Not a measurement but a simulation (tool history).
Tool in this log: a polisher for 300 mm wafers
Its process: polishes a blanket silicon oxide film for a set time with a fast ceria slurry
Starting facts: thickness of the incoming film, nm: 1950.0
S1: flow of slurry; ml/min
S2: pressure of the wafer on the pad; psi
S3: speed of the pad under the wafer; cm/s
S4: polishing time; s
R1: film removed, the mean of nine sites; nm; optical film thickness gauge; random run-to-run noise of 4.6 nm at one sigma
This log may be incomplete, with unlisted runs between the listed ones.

run 1 hour=0.0 | S1=225 S2=3.1 S3=94 S4=29 | R1=366.93
run 2 hour=6.7 | S1=225 S2=3.1 S3=78 S4=29 | R1=306.75
run 3 hour=8.0 | S1=260 S2=3.1 S3=78 S4=29 | R1=312.30
run 4 hour=14.4 | S1=260 S2=3.1 S3=60 S4=29 | R1=247.70
run 5 hour=19.8 | S1=265 S2=3.6 S3=66 S4=29 | R1=311.36
run 6 hour=26.8 | S1=265 S2=3.6 S3=54 S4=29 | R1=262.09

The next listed run, before its measurement:
run 7 hour=28.4 | S1=270 S2=3.9 S3=62 S4=29 | R1=?

R1: 320.02 nm
